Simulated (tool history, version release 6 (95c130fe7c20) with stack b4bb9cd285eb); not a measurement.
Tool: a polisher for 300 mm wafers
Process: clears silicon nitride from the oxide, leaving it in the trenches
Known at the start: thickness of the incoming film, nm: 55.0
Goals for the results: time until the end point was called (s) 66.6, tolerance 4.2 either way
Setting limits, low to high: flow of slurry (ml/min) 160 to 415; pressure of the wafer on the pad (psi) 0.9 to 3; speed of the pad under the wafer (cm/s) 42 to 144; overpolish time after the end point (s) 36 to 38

run	hour	flow of slurry (ml/min)	pressure of the wafer on the pad (psi)	speed of the pad under the wafer (cm/s)	overpolish time after the end point (s)	time until the end point was called (s)
1	0	265	1.9	92	36	91.466
2	1.4	265	1.9	92	36	93.108
3	7.1	265	1.9	74	36	112.52
4	11.7	265	1.9	74	38	111.74
5	14.9	265	2.3	74	38	91.72
6	18.2	265	2.4	74	38	88.715
7	24.6	265	2.5	74	38	88.592
8	32.8	265	2.6	76	38	82.158
9	40.3	265	3	78	38	70.917

4 next moves are on the table. One of them brings every result within its allowed miss. Which?
A	47.8	240	2.9	76	38	?
B	47.8	245	3	84	36	?
C	47.8	285	2.4	86	37	?
D	47.8	265	2.4	86	37	?

move	time until the end point was called (s)
A	76.568
B	68.568
C	80.52
D	81.146
A: its largest miss is bigger than the last run's
B: every result lands within tolerance
C: its largest miss is bigger than the last run's
D: its largest miss is bigger than the last run's
B meets every target.

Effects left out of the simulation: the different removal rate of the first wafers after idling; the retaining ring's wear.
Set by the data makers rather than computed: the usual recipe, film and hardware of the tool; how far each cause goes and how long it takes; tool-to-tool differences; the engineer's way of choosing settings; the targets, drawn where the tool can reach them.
